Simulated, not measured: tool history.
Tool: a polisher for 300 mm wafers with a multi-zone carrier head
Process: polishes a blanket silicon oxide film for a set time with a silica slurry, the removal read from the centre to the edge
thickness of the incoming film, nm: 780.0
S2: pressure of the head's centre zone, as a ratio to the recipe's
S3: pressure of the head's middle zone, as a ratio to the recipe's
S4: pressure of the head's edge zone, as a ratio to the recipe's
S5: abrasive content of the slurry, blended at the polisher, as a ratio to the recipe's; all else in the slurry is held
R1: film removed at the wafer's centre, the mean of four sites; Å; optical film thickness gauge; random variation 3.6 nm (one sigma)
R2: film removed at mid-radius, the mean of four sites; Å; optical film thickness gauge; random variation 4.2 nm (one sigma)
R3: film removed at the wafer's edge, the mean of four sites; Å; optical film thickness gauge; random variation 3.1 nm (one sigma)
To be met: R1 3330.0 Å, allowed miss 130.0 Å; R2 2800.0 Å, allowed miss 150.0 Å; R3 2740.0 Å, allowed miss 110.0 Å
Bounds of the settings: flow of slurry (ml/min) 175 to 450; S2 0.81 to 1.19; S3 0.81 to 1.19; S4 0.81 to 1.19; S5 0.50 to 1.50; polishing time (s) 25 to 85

{"run": 1, "hour": 0.0, "flow of slurry (ml/min)": 290, "S2": 1.0, "S3": 1.0, "S4": 1.0, "S5": 1.0, "polishing time (s)": 55, "R1": 1936.7, "R2": 1981.3, "R3": 1977.7}
{"run": 2, "hour": 0.9, "flow of slurry (ml/min)": 295, "S2": 1.05, "S3": 1.0, "S4": 1.0, "S5": 1.15, "polishing time (s)": 56, "R1": 2184.4, "R2": 2085.5, "R3": 2113.2}
{"run": 3, "hour": 7.2, "flow of slurry (ml/min)": 300, "S2": 1.08, "S3": 1.01, "S4": 1.0, "S5": 1.25, "polishing time (s)": 58, "R1": 2376.9, "R2": 2239.6, "R3": 2166.4}
{"run": 4, "hour": 13.4, "flow of slurry (ml/min)": 300, "S2": 1.1, "S3": 1.0, "S4": 1.01, "S5": 1.3, "polishing time (s)": 61, "R1": 2499.2, "R2": 2327.1, "R3": 2343.7}
{"run": 5, "hour": 20.3, "flow of slurry (ml/min)": 310, "S2": 1.12, "S3": 0.99, "S4": 0.99, "S5": 1.35, "polishing time (s)": 63, "R1": 2805.4, "R2": 2442.3, "R3": 2402.1}
{"run": 6, "hour": 26.4, "flow of slurry (ml/min)": 310, "S2": 1.19, "S3": 0.99, "S4": 0.99, "S5": 1.35, "polishing time (s)": 63, "R1": 2888.3, "R2": 2475.7, "R3": 2447.4}
{"run": 7, "hour": 29.5, "flow of slurry (ml/min)": 315, "S2": 1.19, "S3": 0.99, "S4": 0.99, "S5": 1.4, "polishing time (s)": 64, "R1": 2947.1, "R2": 2432.2, "R3": 2504.4}
{"run": 8, "hour": 30.2, "flow of slurry (ml/min)": 315, "S2": 1.19, "S3": 1.0, "S4": 0.98, "S5": 1.4, "polishing time (s)": 65, "R1": 3025.7, "R2": 2496.4, "R3": 2526.8}
{"run": 9, "hour": 37.7, "flow of slurry (ml/min)": 315, "S2": 1.19, "S3": 1.02, "S4": 0.98, "S5": 1.45, "polishing time (s)": 66, "R1": 3065.5, "R2": 2646.6, "R3": 2613.8}

Which of these 4 next moves meets every target?
{"run": "A", "hour": 45.2, "flow of slurry (ml/min)": 295, "S2": 1.1, "S3": 1.17, "S4": 1.04, "S5": 1.3, "polishing time (s)": 68, "R1": "?", "R2": "?", "R3": "?"}
{"run": "B", "hour": 45.2, "flow of slurry (ml/min)": 260, "S2": 1.14, "S3": 1.03, "S4": 0.99, "S5": 1.45, "polishing time (s)": 70, "R1": "?", "R2": "?", "R3": "?"}
{"run": "C", "hour": 45.2, "flow of slurry (ml/min)": 320, "S2": 1.19, "S3": 1.01, "S4": 0.96, "S5": 1.4, "polishing time (s)": 71, "R1": "?", "R2": "?", "R3": "?"}
{"run": "D", "hour": 45.2, "flow of slurry (ml/min)": 285, "S2": 1.18, "S3": 1.08, "S4": 0.89, "S5": 1.45, "polishing time (s)": 67, "R1": "?", "R2": "?", "R3": "?"}

move=A R1=2899.1 R2=2981.2 R3=2631.0
move=B R1=3135.4 R2=2795.4 R3=2700.7
move=C R1=3369.7 R2=2822.9 R3=2719.7
move=D R1=3144.0 R2=2814.5 R3=2477.0
A: further off than the last run
B: nearer than the last run, and not there yet
C: meets every target
D: further off than the last run
The right move is C.
